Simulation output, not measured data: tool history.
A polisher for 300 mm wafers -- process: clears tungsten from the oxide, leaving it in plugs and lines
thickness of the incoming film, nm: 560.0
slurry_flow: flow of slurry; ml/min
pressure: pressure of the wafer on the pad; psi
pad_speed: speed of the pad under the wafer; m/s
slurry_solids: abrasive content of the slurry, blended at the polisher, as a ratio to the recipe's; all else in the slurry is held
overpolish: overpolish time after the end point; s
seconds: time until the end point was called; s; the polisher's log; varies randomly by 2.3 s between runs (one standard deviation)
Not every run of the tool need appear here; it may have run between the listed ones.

{"run": 1, "hour": 0.0, "slurry_flow": 180, "pressure": 3.2, "pad_speed": 1.28, "slurry_solids": 1.0, "overpolish": 5, "seconds": 138.8}
{"run": 2, "hour": 6.7, "slurry_flow": 180, "pressure": 3.2, "pad_speed": 1.52, "slurry_solids": 1.0, "overpolish": 5, "seconds": 121.73}
{"run": 3, "hour": 8.2, "slurry_flow": 180, "pressure": 3.0, "pad_speed": 1.52, "slurry_solids": 1.0, "overpolish": 5, "seconds": 125.06}
{"run": 4, "hour": 11.2, "slurry_flow": 180, "pressure": 2.8, "pad_speed": 1.52, "slurry_solids": 1.0, "overpolish": 5, "seconds": 136.41}
{"run": 5, "hour": 11.7, "slurry_flow": 180, "pressure": 2.8, "pad_speed": 1.52, "slurry_solids": 1.15, "overpolish": 5, "seconds": 134.76}
{"run": 6, "hour": 17.4, "slurry_flow": 180, "pressure": 2.7, "pad_speed": 1.52, "slurry_solids": 1.15, "overpolish": 5, "seconds": 138.58}
{"run": 7, "hour": 18.6, "slurry_flow": 180, "pressure": 2.6, "pad_speed": 1.52, "slurry_solids": 1.15, "overpolish": 5, "seconds": 140.28}
{"run": 8, "hour": 24.7, "slurry_flow": 180, "pressure": 2.2, "pad_speed": 1.5, "slurry_solids": 1.15, "overpolish": 5, "seconds": 171.93}
{"hour": 32.4, "done": "slurry tank refilled with fresh slurry and peroxide"}
{"run": 9, "hour": 32.4, "slurry_flow": 185, "pressure": 2.5, "pad_speed": 1.5, "slurry_solids": 1.15, "overpolish": 5, "seconds": 131.97}

Run 10 is up next; what results do you expect?
{"run": 10, "hour": 36.0, "slurry_flow": 180, "pressure": 2.5, "pad_speed": 1.5, "slurry_solids": 1.15, "overpolish": 5, "seconds": "?"}

{"run 10": {"seconds": 132.8}}

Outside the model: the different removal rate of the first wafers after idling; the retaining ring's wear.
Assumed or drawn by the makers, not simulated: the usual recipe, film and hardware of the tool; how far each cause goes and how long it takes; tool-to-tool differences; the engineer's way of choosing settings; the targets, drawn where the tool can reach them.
